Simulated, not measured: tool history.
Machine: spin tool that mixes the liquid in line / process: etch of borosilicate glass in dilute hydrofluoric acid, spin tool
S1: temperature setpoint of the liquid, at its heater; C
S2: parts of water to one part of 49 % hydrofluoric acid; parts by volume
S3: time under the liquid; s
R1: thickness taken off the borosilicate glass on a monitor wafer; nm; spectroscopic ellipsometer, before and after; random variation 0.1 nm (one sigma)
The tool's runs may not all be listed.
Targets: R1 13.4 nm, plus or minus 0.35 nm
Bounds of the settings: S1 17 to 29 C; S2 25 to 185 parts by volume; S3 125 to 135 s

run	hour	S1	S2	S3	R1
1	0	21	105	125	24.643
2	7.4	19.5	105	125	23.034
3	10.8	19	115	125	20.464
4	12.5	19	115	125	20.472
5	18.6	19	115	125	20.281
6	19.6	18.5	125	125	18.201
7	25.5	18	130	125	17.053
8	34.5	17.5	135	125	15.731
9	36.2	17.5	140	125	15.407
10	41.9	17.5	145	125	14.935
11	50	17.5	150	125	14.092
12	50.7	17	150	125	13.944

Below are 4 possible settings for the next run. Only one of them brings all results inside the allowed miss of their targets. Which is it?
A	51.4	17	170	130	?
B	51.4	17	160	135	?
C	51.4	17	160	125	?
D	51.4	17.5	170	135	?

move	R1
A	12.463
B	13.883
C	12.854
D	13.207
A: pushes the last run's worst result past its target
B: better than the last run, though not everything is in spec
C: pushes the last run's worst result past its target
D: all results land within tolerance of their targets
So the answer is move D, the one that meets all the targets.

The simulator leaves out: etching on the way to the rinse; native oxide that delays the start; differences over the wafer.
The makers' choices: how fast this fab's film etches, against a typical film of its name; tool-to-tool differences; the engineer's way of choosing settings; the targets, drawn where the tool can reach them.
